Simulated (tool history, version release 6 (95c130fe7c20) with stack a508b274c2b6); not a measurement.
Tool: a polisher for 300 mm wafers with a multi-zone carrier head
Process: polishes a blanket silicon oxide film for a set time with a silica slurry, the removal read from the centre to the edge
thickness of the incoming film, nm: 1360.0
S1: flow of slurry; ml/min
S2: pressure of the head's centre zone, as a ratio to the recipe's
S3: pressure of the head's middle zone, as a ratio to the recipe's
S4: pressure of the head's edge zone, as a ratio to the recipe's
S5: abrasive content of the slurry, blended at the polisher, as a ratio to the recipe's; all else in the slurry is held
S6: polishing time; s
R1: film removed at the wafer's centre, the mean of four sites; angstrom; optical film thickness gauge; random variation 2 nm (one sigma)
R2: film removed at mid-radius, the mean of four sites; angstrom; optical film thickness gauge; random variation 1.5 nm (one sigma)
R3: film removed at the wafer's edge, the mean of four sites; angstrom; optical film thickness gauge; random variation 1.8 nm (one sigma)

| run | hour | S1 | S2 | S3 | S4 | S5 | S6 | R1 | R2 | R3 |
|---|---|---|---|---|---|---|---|---|---|---|
| 1 | 0 | 150 | 1 | 1 | 1 | 1 | 77 | 2769.3 | 2815.6 | 2764.2 |
| 2 | 5.1 | 145 | 1 | 0.98 | 0.99 | 0.95 | 75 | 2624.7 | 2544.4 | 2580.1 |
| 3 | 12.6 | 145 | 1 | 0.98 | 1.05 | 0.95 | 75 | 2637.3 | 2589 | 2613.2 |
| 4 | 14.2 | 145 | 1 | 1.05 | 1.05 | 0.95 | 75 | 2532.8 | 2733.4 | 2635.1 |
| 5 | 17.6 | 140 | 0.99 | 1.03 | 1.04 | 0.9 | 73 | 2374.6 | 2467.6 | 2460.4 |
| 6 | 23.2 | 140 | 0.99 | 1.03 | 0.96 | 0.9 | 73 | 2387.6 | 2451.1 | 2335.4 |

Run 7 comes next. What will it give?
| 7 | 26 | 135 | 0.97 | 1.01 | 0.95 | 0.85 | 73 | ? | ? | ? |

Run 7 gave R1 2210.8 angstrom, R2 2319.6 angstrom, R3 2213.1 angstrom.
